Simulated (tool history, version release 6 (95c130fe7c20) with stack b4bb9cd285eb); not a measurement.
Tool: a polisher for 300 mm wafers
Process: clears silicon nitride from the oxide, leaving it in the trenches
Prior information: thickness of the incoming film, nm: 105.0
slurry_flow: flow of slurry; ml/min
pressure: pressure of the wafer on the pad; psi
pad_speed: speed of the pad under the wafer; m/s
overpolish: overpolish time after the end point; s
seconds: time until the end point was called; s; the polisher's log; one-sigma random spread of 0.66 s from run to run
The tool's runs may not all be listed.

run  hour  slurry_flow  pressure  pad_speed  overpolish  seconds
  1     0          280         2        1.3           3   100.65
  2   3.2          280       2.1        1.3           3   96.939
  3  11.8          335       2.1        1.3           3   96.256
  4  16.9          335       2.2        1.3           3   92.293
  5  18.1          335       2.3        1.3           3   88.562
  6  19.7          335       2.3        1.3           3   89.928
  7  21.4          335       2.4        1.3           3   86.193

Forecast run 8:
  8  24.2          335       2.5        1.3           3        ?

seconds: 80.885 s

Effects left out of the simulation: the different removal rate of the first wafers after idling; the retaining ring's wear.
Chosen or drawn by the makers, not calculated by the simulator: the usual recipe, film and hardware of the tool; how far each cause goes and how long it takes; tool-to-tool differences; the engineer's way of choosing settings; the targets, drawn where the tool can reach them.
